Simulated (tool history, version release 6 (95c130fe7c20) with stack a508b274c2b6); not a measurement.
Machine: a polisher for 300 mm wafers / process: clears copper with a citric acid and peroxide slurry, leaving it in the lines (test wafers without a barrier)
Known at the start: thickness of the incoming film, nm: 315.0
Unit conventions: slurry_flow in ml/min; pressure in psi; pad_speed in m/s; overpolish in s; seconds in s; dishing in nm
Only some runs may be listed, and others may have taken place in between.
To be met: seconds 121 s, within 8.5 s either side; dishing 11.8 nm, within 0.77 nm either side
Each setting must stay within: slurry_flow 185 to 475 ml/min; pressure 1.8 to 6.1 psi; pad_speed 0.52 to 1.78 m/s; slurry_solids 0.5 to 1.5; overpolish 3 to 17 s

{"run": 1, "day": 0.0, "slurry_flow": 305, "pressure": 3.9, "pad_speed": 1.14, "slurry_solids": 1, "overpolish": 9, "seconds": 104.32, "dishing": 18.767}
{"run": 2, "day": 0.121, "slurry_flow": 305, "pressure": 3.9, "pad_speed": 1.14, "slurry_solids": 1.1, "overpolish": 9, "seconds": 102.61, "dishing": 19.557}
{"run": 3, "day": 0.467, "slurry_flow": 300, "pressure": 3.8, "pad_speed": 1.14, "slurry_solids": 1.05, "overpolish": 8, "seconds": 107.78, "dishing": 16.922}
{"run": 4, "day": 0.654, "slurry_flow": 300, "pressure": 3.7, "pad_speed": 1.14, "slurry_solids": 1.05, "overpolish": 7, "seconds": 107.38, "dishing": 14.265}
{"run": 5, "day": 0.754, "slurry_flow": 300, "pressure": 4.5, "pad_speed": 1.14, "slurry_solids": 1.05, "overpolish": 7, "seconds": 91.221, "dishing": 17.579}
{"run": 6, "day": 0.854, "slurry_flow": 300, "pressure": 4.2, "pad_speed": 1.14, "slurry_solids": 1.05, "overpolish": 7, "seconds": 96.475, "dishing": 16.511}
{"run": 7, "day": 1.183, "slurry_flow": 300, "pressure": 4, "pad_speed": 1.14, "slurry_solids": 1.05, "overpolish": 7, "seconds": 102.16, "dishing": 15.953}
{"run": 8, "day": 1.429, "slurry_flow": 300, "pressure": 3.8, "pad_speed": 1.14, "slurry_solids": 1.05, "overpolish": 7, "seconds": 107.2, "dishing": 14.276}
{"run": 9, "day": 1.658, "slurry_flow": 300, "pressure": 3.7, "pad_speed": 1.14, "slurry_solids": 1.05, "overpolish": 7, "seconds": 110.86, "dishing": 14.462}
{"run": 10, "day": 1.733, "slurry_flow": 300, "pressure": 3.4, "pad_speed": 1.12, "slurry_solids": 1.05, "overpolish": 5, "seconds": 123.73, "dishing": 9.6112}

4 next moves are on the table. One of them brings every result within its allowed miss. Which?
{"run": "A", "day": 1.808, "slurry_flow": 205, "pressure": 2.8, "pad_speed": 1.44, "slurry_solids": 0.9, "overpolish": 4, "seconds": "?", "dishing": "?"}
{"run": "B", "day": 1.808, "slurry_flow": 305, "pressure": 3.5, "pad_speed": 1, "slurry_solids": 1.2, "overpolish": 5, "seconds": "?", "dishing": "?"}
{"run": "C", "day": 1.808, "slurry_flow": 280, "pressure": 3.7, "pad_speed": 1.1, "slurry_solids": 1, "overpolish": 5, "seconds": "?", "dishing": "?"}
{"run": "D", "day": 1.808, "slurry_flow": 325, "pressure": 3.2, "pad_speed": 1.18, "slurry_solids": 1.25, "overpolish": 6, "seconds": "?", "dishing": "?"}

move=A seconds=125.6 dishing=7.6984
move=B seconds=128.17 dishing=9.3149
move=C seconds=116.71 dishing=10.152
move=D seconds=117.24 dishing=11.88
A: misses by more than the last run did
B: misses by more than the last run did
C: closer than the last run, but not yet in spec
D: every result lands within tolerance
Correct choice: D, which meets every target
